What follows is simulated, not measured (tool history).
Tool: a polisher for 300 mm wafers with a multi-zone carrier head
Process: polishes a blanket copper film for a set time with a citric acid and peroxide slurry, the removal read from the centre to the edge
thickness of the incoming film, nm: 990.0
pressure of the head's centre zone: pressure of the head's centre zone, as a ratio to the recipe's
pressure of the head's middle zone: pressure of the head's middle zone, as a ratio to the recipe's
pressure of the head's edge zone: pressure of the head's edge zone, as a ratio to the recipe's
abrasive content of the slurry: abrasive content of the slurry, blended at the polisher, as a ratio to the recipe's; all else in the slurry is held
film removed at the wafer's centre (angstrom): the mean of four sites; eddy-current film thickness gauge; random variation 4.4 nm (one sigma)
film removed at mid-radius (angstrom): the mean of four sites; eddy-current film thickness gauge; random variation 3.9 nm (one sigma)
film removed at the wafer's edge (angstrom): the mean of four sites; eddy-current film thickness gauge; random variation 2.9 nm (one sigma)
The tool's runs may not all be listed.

run	hour	flow of slurry (ml/min)	pressure of the head's centre zone	pressure of the head's middle zone	pressure of the head's edge zone	abrasive content of the slurry	polishing time (s)	film removed at the wafer's centre (angstrom)	film removed at mid-radius (angstrom)	film removed at the wafer's edge (angstrom)
1	0.0	275	1.00	1.00	1.00	1.00	71	2420.7	2462.8	2503.0
2	2.9	275	1.00	0.99	1.05	1.15	73	2583.9	2596.3	2677.3
3	11.1	275	0.98	0.97	1.09	1.25	76	2742.9	2723.9	2896.3
4	18.0	275	0.96	0.96	1.12	1.30	77	2663.5	2807.8	3024.7
5	19.5	275	1.01	0.96	1.12	1.30	77	2929.7	2774.0	3038.3
6	22.5	335	1.01	0.96	1.12	1.30	77	2900.3	2860.1	3060.7

The next listed run, before its measurement:
7	23.1	335	1.00	0.95	1.14	1.35	78	?	?	?

{"run 7": {"film removed at the wafer's centre (angstrom)": 2880.1, "film removed at mid-radius (angstrom)": 2837.0, "film removed at the wafer's edge (angstrom)": 3181.3}}
